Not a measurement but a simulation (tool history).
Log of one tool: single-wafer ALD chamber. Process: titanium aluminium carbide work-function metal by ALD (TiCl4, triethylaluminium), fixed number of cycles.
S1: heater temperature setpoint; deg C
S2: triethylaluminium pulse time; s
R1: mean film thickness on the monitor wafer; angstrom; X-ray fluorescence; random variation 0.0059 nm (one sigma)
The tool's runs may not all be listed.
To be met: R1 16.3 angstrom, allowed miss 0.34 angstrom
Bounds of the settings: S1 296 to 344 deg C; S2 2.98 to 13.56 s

run 1 day=0 | S1=320 S2=8.27 | R1=21.811
run 2 day=0.204 | S1=320 S2=10.55 | R1=22.647
run 3 day=0.558 | S1=320 S2=9.3 | R1=22.371
run 4 day=0.746 | S1=320 S2=11.28 | R1=23.033
run 5 day=0.804 | S1=314 S2=9.2 | R1=21.846
run 6 day=1.05 | S1=309 S2=7.64 | R1=20.475
run 7 day=1.188 | S1=306 S2=6.47 | R1=19.023
run 8 day=1.238 | S1=303 S2=5.66 | R1=17.707
run 9 day=1.429 | S1=303 S2=5.66 | R1=17.669
run 10 day=1.579 | S1=301 S2=5.4 | R1=17.112
run 11 day=1.762 | S1=300 S2=5.31 | R1=16.803
run 12 day=1.846 | S1=299 S2=5.29 | R1=16.618
run 13 day=2.162 | S1=299 S2=5.28 | R1=16.665

4 next moves are on the table. One of them brings every result within its allowed miss. Which?
run A day=2.479 | S1=296 S2=5.25 | R1=?
run B day=2.479 | S1=299 S2=5.64 | R1=?
run C day=2.479 | S1=310 S2=5.14 | R1=?
run D day=2.479 | S1=317 S2=4.97 | R1=?

move=A R1=16.442
move=B R1=17.385
move=C R1=17.391
move=D R1=17.589
A: meets every target
B: further off than the last run
C: further off than the last run
D: further off than the last run
Answer: A
